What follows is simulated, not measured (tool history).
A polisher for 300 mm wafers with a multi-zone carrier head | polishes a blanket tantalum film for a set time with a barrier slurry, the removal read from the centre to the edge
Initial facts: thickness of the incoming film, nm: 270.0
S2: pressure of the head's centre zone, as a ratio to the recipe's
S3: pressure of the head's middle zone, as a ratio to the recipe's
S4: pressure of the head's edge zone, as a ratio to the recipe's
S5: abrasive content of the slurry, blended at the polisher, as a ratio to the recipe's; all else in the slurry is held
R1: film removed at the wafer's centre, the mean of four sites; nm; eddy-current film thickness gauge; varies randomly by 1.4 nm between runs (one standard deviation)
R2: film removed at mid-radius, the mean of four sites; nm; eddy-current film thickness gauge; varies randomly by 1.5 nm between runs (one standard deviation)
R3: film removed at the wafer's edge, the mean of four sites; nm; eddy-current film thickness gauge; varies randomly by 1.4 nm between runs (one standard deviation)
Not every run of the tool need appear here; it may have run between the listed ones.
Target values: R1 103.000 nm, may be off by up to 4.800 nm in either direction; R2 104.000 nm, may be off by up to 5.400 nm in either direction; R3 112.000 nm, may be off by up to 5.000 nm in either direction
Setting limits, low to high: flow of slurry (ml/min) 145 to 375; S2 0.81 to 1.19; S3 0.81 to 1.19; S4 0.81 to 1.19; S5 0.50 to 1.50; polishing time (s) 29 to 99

Run 1, day 0.000: flow of slurry (ml/min) 240, S2 1.00, S3 1.00, S4 1.00, S5 1.00, polishing time (s) 64. Result: R1 86.518 nm, R2 85.108 nm, R3 86.404 nm.
Run 2, day 0.133: flow of slurry (ml/min) 215, S2 1.00, S3 1.00, S4 1.00, S5 1.00, polishing time (s) 64. Result: R1 84.400 nm, R2 83.255 nm, R3 85.064 nm.
Run 3, day 0.475: flow of slurry (ml/min) 215, S2 1.00, S3 1.00, S4 1.00, S5 0.85, polishing time (s) 64. Result: R1 78.043 nm, R2 79.903 nm, R3 81.695 nm.
Run 4, day 0.742: flow of slurry (ml/min) 215, S2 1.00, S3 1.06, S4 1.00, S5 0.85, polishing time (s) 64. Result: R1 78.841 nm, R2 83.325 nm, R3 81.725 nm.
Run 5, day 0.817: flow of slurry (ml/min) 215, S2 0.99, S3 1.06, S4 1.02, S5 0.90, polishing time (s) 65. Result: R1 80.024 nm, R2 87.629 nm, R3 86.227 nm.
Run 6, day 1.129: flow of slurry (ml/min) 220, S2 1.00, S3 1.06, S4 1.04, S5 0.95, polishing time (s) 65. Result: R1 84.618 nm, R2 86.177 nm, R3 87.723 nm.
Run 7, day 1.471: flow of slurry (ml/min) 220, S2 0.99, S3 1.07, S4 1.05, S5 1.00, polishing time (s) 66. Result: R1 86.355 nm, R2 90.127 nm, R3 92.175 nm.
Run 8, day 1.708: flow of slurry (ml/min) 225, S2 0.99, S3 1.08, S4 1.06, S5 1.05, polishing time (s) 66. Result: R1 87.393 nm, R2 96.891 nm, R3 91.950 nm.
Run 9, day 2.029: flow of slurry (ml/min) 225, S2 0.99, S3 1.07, S4 1.08, S5 1.10, polishing time (s) 67. Result: R1 88.936 nm, R2 97.762 nm, R3 98.943 nm.
At day 2.254: edge zone pressure recalibrated.
Run 10, day 2.254: flow of slurry (ml/min) 230, S2 1.00, S3 1.07, S4 1.09, S5 1.10, polishing time (s) 67. Result: R1 91.480 nm, R2 97.301 nm, R3 95.467 nm.
Run 11, day 2.533: flow of slurry (ml/min) 225, S2 1.00, S3 1.06, S4 1.10, S5 1.15, polishing time (s) 68. Result: R1 93.316 nm, R2 97.769 nm, R3 95.479 nm.
Run 12, day 2.621: flow of slurry (ml/min) 235, S2 0.99, S3 1.04, S4 1.11, S5 1.15, polishing time (s) 69. Result: R1 94.755 nm, R2 97.922 nm, R3 100.710 nm.

Of the 4 settings listed for the next run, only one would bring every result within its allowed miss of target. Which one?
Run A, day 2.708: flow of slurry (ml/min) 230, S2 0.97, S3 1.11, S4 1.09, S5 1.20, polishing time (s) 76. Result: R1 ?, R2 ?, R3 ?.
Run B, day 2.708: flow of slurry (ml/min) 300, S2 0.87, S3 1.14, S4 1.10, S5 1.20, polishing time (s) 74. Result: R1 ?, R2 ?, R3 ?.
Run C, day 2.708: flow of slurry (ml/min) 220, S2 1.07, S3 1.15, S4 1.01, S5 1.40, polishing time (s) 72. Result: R1 ?, R2 ?, R3 ?.
Run D, day 2.708: flow of slurry (ml/min) 245, S2 0.98, S3 1.01, S4 1.19, S5 1.15, polishing time (s) 75. Result: R1 ?, R2 ?, R3 ?.

move       R1       R2       R3
   A  103.800  116.790  110.360
   B   93.530  119.800  110.270
   C  112.110  117.790  104.120
   D  103.110  105.900  113.430
A: the worst result of the last run now meets its target, but another is out of spec
B: the worst result of the last run now meets its target, but another is out of spec
C: further off than the last run
D: every result lands within tolerance
Move D is the one to make.

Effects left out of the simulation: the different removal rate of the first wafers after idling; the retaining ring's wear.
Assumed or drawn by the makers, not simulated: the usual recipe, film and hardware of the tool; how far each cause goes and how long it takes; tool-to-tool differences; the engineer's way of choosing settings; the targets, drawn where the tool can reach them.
